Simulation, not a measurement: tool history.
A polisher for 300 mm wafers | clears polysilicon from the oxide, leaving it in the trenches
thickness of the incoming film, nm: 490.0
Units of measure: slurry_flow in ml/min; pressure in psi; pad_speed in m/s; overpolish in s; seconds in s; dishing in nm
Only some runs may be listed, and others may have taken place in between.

Run 1, hour 0.0: slurry_flow 130 ml/min, pressure 2.1 psi, pad_speed 0.84 m/s, overpolish 15 s. Result: seconds 47.641 s, dishing 57.382 nm.
Run 2, hour 8.3: slurry_flow 130 ml/min, pressure 1.9 psi, pad_speed 0.84 m/s, overpolish 15 s. Result: seconds 51.511 s, dishing 55.727 nm.
Run 3, hour 16.1: slurry_flow 135 ml/min, pressure 1.6 psi, pad_speed 0.84 m/s, overpolish 11 s. Result: seconds 57.429 s, dishing 45.642 nm.
Run 4, hour 23.5: slurry_flow 155 ml/min, pressure 1.4 psi, pad_speed 0.82 m/s, overpolish 9 s. Result: seconds 62.753 s, dishing 38.451 nm.
Run 5, hour 24.5: slurry_flow 170 ml/min, pressure 1.3 psi, pad_speed 0.82 m/s, overpolish 7 s. Result: seconds 67.092 s, dishing 32.334 nm.
Run 6, hour 30.8: slurry_flow 170 ml/min, pressure 1.3 psi, pad_speed 0.98 m/s, overpolish 7 s. Result: seconds 55.273 s, dishing 36.247 nm.
Run 7, hour 32.6: slurry_flow 180 ml/min, pressure 1.2 psi, pad_speed 0.94 m/s, overpolish 6 s. Result: seconds 60.481 s, dishing 30.237 nm.

For run 8, what comes out?
Run 8, hour 34.1: slurry_flow 185 ml/min, pressure 1.1 psi, pad_speed 0.94 m/s, overpolish 5 s. Result: seconds ?, dishing ?.

{"run 8": {"seconds": 63.985, "dishing": 25.644}}

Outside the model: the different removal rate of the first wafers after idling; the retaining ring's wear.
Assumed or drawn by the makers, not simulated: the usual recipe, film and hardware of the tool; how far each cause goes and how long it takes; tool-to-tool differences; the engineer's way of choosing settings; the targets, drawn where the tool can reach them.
